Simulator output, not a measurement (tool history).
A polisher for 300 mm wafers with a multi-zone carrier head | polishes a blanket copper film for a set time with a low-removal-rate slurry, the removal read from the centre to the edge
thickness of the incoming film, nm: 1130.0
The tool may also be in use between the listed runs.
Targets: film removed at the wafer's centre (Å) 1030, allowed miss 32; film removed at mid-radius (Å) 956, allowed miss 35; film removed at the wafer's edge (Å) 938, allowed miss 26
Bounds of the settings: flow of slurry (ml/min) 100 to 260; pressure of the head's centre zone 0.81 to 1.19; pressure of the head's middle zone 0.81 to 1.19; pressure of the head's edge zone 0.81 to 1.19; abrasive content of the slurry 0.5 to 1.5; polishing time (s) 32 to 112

run,hour,flow of slurry (ml/min),pressure of the head's centre zone,pressure of the head's middle zone,pressure of the head's edge zone,abrasive content of the slurry,polishing time (s),film removed at the wafer's centre (Å),film removed at mid-radius (Å),film removed at the wafer's edge (Å)
1,0,165,1,1,1,1,72,1498.8,1511.5,1521.9
2,0.7,165,1.01,0.98,0.96,0.85,66,1324.5,1306.5,1321.1
3,3.8,165,1.01,0.93,0.96,0.85,66,1349.6,1278.5,1321.7
4,7.7,165,1.01,0.93,0.92,0.85,66,1344.6,1274.6,1290
5,10.5,160,1.01,0.92,0.89,0.75,63,1228.3,1158.5,1191.4
6,11.6,140,1.01,0.92,0.89,0.75,63,1225,1132.8,1177.7
7,20.5,145,1.02,0.93,0.87,0.7,60,1149.2,1070.7,1095.2
8,22.7,140,1.03,0.94,0.85,0.65,59,1137.8,1047.6,1029.9
# hour 29.8: worn pad replaced by a new one
9,29.8,135,1.02,0.94,0.84,0.6,59,1166.1,1089.4,1079.7
10,30.9,140,1.02,0.94,0.84,0.6,57,1144.8,1090.8,1056.2
11,36.7,135,1.02,0.94,0.84,0.6,55,1085.1,1012.9,1006.6
12,39.1,130,1.02,0.94,0.83,0.6,54,1072.2,1011.7,977.06
13,45.8,110,1.01,0.89,0.81,0.55,54,983.06,922.25,944.07

Which of these 4 next moves meets every target?
A,52.5,110,1.05,0.94,0.81,0.5,55,?,?,?
B,52.5,130,0.98,0.87,0.86,0.65,54,?,?,?
C,52.5,140,0.97,0.98,0.86,0.6,55,?,?,?
D,52.5,105,1.02,0.9,0.86,0.55,56,?,?,?

move,film removed at the wafer's centre (Å),film removed at mid-radius (Å),film removed at the wafer's edge (Å)
A,1029.5,948.48,931.43
B,1033.9,960.46,1014.5
C,1043.7,1066.8,1026.3
D,1023.6,942.22,984.82
A: meets every target
B: brings the result that was furthest off to its target, and leaves another outside
C: brings the result that was furthest off to its target, and leaves another outside
D: brings the result that was furthest off to its target, and leaves another outside
Answer: A
